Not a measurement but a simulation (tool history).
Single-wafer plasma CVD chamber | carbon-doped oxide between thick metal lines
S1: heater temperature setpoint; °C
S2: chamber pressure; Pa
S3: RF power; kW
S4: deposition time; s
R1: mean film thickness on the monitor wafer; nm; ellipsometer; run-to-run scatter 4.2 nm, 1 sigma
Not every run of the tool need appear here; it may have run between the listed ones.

| run | hour | S1 | S2 | S3 | S4 | R1 |
|---|---|---|---|---|---|---|
| 1 | 0.0 | 355 | 904 | 0.415 | 151 | 672.10 |
| 2 | 2.0 | 354 | 924 | 0.430 | 151 | 705.99 |
| 3 | 3.8 | 354 | 924 | 0.430 | 151 | 706.49 |
| 4 | 12.5 | 354 | 821 | 0.430 | 151 | 693.04 |
| 5 | 20.9 | 364 | 821 | 0.430 | 151 | 673.51 |
|  | 22.3 | thermocouple changed; heater temperature recalibrated |
| 6 | 22.3 | 364 | 756 | 0.430 | 151 | 668.31 |

Predict the results of run 7:
| 7 | 28.9 | 361 | 800 | 0.440 | 151 | ? |

R1: 684.96 nm

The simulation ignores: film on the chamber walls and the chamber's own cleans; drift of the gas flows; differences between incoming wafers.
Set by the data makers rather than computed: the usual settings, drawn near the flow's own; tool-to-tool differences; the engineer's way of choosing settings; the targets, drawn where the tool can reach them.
